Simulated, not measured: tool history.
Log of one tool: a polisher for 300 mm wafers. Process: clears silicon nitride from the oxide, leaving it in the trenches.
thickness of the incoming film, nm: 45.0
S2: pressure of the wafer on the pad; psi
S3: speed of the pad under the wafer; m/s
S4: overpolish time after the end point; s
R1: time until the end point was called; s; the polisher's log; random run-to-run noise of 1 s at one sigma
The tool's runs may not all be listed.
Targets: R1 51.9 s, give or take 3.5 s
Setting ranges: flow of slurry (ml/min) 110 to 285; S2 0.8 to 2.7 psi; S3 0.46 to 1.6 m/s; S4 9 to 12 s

Run 1, hour 0: flow of slurry (ml/min) 180, S2 1.7 psi, S3 1.02 m/s, S4 12 s. Result: R1 84.694 s.
Run 2, hour 6.3: flow of slurry (ml/min) 180, S2 1.7 psi, S3 1.14 m/s, S4 12 s. Result: R1 75.989 s.
Run 3, hour 9.7: flow of slurry (ml/min) 180, S2 1.4 psi, S3 1.14 m/s, S4 12 s. Result: R1 91.284 s.
Run 4, hour 14.7: flow of slurry (ml/min) 180, S2 1.5 psi, S3 1.16 m/s, S4 12 s. Result: R1 82.489 s.
Run 5, hour 16.9: flow of slurry (ml/min) 180, S2 1.5 psi, S3 1.3 m/s, S4 12 s. Result: R1 77.59 s.
Run 6, hour 24: flow of slurry (ml/min) 180, S2 1.5 psi, S3 1.44 m/s, S4 12 s. Result: R1 69.361 s.
Run 7, hour 24.7: flow of slurry (ml/min) 180, S2 1.6 psi, S3 1.44 m/s, S4 12 s. Result: R1 63.972 s.
Run 8, hour 31.6: flow of slurry (ml/min) 180, S2 1.8 psi, S3 1.46 m/s, S4 12 s. Result: R1 55.978 s.

Exercise: of the 4 proposed moves below, exactly one satisfies all targets within the stated allowed misses. Which move is it?
Run A, hour 38.5: flow of slurry (ml/min) 185, S2 2.2 psi, S3 1.56 m/s, S4 11 s. Result: R1 ?.
Run B, hour 38.5: flow of slurry (ml/min) 145, S2 1.8 psi, S3 1.44 m/s, S4 9 s. Result: R1 ?.
Run C, hour 38.5: flow of slurry (ml/min) 170, S2 2 psi, S3 1.48 m/s, S4 9 s. Result: R1 ?.
Run D, hour 38.5: flow of slurry (ml/min) 200, S2 2.1 psi, S3 1.6 m/s, S4 12 s. Result: R1 ?.

move      R1
   A  43.451
   B  59.085
   C  50.763
   D  43.934
A: moves the result that the last run missed by most past its target, out the other side
B: misses by more than the last run did
C: each result inside its tolerance
D: moves the result that the last run missed by most past its target, out the other side
Answer: C
